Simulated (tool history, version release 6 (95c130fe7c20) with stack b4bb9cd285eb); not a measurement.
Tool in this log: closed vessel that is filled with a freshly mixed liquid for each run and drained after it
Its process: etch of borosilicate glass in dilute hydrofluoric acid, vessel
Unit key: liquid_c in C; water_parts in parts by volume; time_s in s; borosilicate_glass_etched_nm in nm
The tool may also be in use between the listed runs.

Run 1, hour 0.0: liquid_c 24.0 C, water_parts 40 parts by volume, time_s 90 s. Result: borosilicate_glass_etched_nm 101.870 nm.
Run 2, hour 4.9: liquid_c 24.0 C, water_parts 45 parts by volume, time_s 90 s. Result: borosilicate_glass_etched_nm 89.860 nm.
Run 3, hour 10.1: liquid_c 25.5 C, water_parts 45 parts by volume, time_s 90 s. Result: borosilicate_glass_etched_nm 95.614 nm.
Run 4, hour 12.0: liquid_c 26.0 C, water_parts 45 parts by volume, time_s 90 s. Result: borosilicate_glass_etched_nm 96.103 nm.
Run 5, hour 21.0: liquid_c 26.5 C, water_parts 45 parts by volume, time_s 90 s. Result: borosilicate_glass_etched_nm 98.875 nm.
Run 6, hour 27.4: liquid_c 27.0 C, water_parts 45 parts by volume, time_s 90 s. Result: borosilicate_glass_etched_nm 101.100 nm.

What will run 7 give?
Run 7, hour 31.9: liquid_c 27.5 C, water_parts 45 parts by volume, time_s 90 s. Result: borosilicate_glass_etched_nm ?.

{"run 7": {"borosilicate_glass_etched_nm": 104.27}}
